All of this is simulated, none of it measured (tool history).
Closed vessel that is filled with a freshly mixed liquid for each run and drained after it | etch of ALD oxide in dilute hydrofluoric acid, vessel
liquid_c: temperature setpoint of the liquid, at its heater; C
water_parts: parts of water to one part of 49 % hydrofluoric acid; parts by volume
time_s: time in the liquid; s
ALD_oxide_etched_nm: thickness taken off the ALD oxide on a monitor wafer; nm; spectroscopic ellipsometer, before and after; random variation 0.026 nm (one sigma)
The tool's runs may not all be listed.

run	hour	liquid_c	water_parts	time_s	ALD_oxide_etched_nm
1	0.0	20.0	115	30	4.3567
2	6.1	20.0	115	30	4.3297
3	13.0	19.5	120	30	4.0916
4	19.7	18.0	120	30	3.8594
5	22.5	18.0	120	30	3.8156
6	26.3	18.0	125	30	3.7200

Run 7 comes next. What will it give?
7	33.2	18.0	130	30	?

ALD_oxide_etched_nm: 3.4790 nm
